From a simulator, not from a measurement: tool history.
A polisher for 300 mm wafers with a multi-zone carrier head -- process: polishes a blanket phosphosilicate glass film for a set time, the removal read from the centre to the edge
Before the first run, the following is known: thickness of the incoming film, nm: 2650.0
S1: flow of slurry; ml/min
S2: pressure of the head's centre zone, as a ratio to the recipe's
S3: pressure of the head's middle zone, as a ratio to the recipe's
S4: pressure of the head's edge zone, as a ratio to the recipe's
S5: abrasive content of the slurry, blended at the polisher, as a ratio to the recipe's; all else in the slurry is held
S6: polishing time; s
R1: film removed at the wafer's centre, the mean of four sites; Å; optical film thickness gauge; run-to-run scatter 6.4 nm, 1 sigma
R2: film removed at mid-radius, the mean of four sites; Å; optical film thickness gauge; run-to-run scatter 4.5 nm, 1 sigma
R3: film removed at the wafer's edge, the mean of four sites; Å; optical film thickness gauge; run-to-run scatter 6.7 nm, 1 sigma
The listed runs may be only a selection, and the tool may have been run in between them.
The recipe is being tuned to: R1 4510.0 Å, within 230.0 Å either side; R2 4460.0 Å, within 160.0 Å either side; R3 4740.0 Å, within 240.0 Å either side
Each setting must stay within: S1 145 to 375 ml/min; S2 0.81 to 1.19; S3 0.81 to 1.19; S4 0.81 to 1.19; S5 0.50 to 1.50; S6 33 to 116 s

run    day   S1    S2    S3    S4    S5  S6      R1      R2      R3
  1  0.000  240  1.00  1.00  1.00  1.00  74  8767.5  8730.5  8551.8
  2  0.121  240  1.00  0.95  1.00  1.00  74  8743.6  8544.9  8714.9
  3  0.388  240  1.00  0.95  1.07  1.00  74  8549.6  8260.9  8810.6
  4  0.712  240  1.00  0.95  1.00  1.00  74  8740.4  8369.8  8669.8
  5  0.738  240  0.99  0.95  1.00  0.95  71  8104.0  8009.0  7997.5
  6  0.938  240  0.99  0.95  1.00  1.10  71  8470.8  8332.4  8401.7
  7  1.075  240  0.98  0.94  1.00  1.05  68  7937.5  7715.2  8014.0
  8  1.312  240  0.97  0.93  1.00  1.00  65  7337.3  7128.5  7494.7
  9  1.358  240  0.96  0.93  0.99  0.95  63  6969.5  6856.8  7156.1
 10  1.458  240  0.95  0.92  0.98  0.90  61  6573.2  6570.1  6895.4
 11  1.638  240  0.95  0.92  0.97  0.85  59  6179.5  6172.9  6207.9
 12  1.871  240  0.94  0.91  0.97  0.80  58  5943.8  5814.1  6089.0
 13  1.929  240  0.94  0.91  0.97  0.80  58  5902.1  5922.0  6132.5
 14  2.283  225  0.89  0.83  0.89  0.55  51  4455.2  4144.2  4527.1
 15  2.392  230  0.89  0.84  0.89  0.55  51  4313.8  4299.4  4631.1
 16  2.754  240  0.91  0.85  0.90  0.55  51  4548.3  4313.6  4673.8

Exercise: of the 5 proposed moves below, exactly one satisfies all targets within the stated allowed misses. Which move is it?
  A  3.117  240  0.92  0.88  0.94  0.65  49   ?   ?   ?
  B  3.117  185  1.02  0.94  0.81  0.65  46   ?   ?   ?
  C  3.117  210  0.95  0.81  0.95  0.55  51   ?   ?   ?
  D  3.117  255  0.90  0.81  0.96  0.50  52   ?   ?   ?
  E  3.117  215  0.91  0.81  1.02  0.50  54   ?   ?   ?

move      R1      R2      R3
   A  4598.7  4460.5  4800.0
   B  4517.7  4246.0  4144.4
   C  4548.2  4017.8  4674.0
   D  4415.2  4076.7  4727.8
   E  4510.4  4135.1  4937.3
A: each result inside its tolerance
B: moves away from the targets compared with the last run
C: moves away from the targets compared with the last run
D: moves away from the targets compared with the last run
E: moves away from the targets compared with the last run
So the answer is move A, the one that meets all the targets.
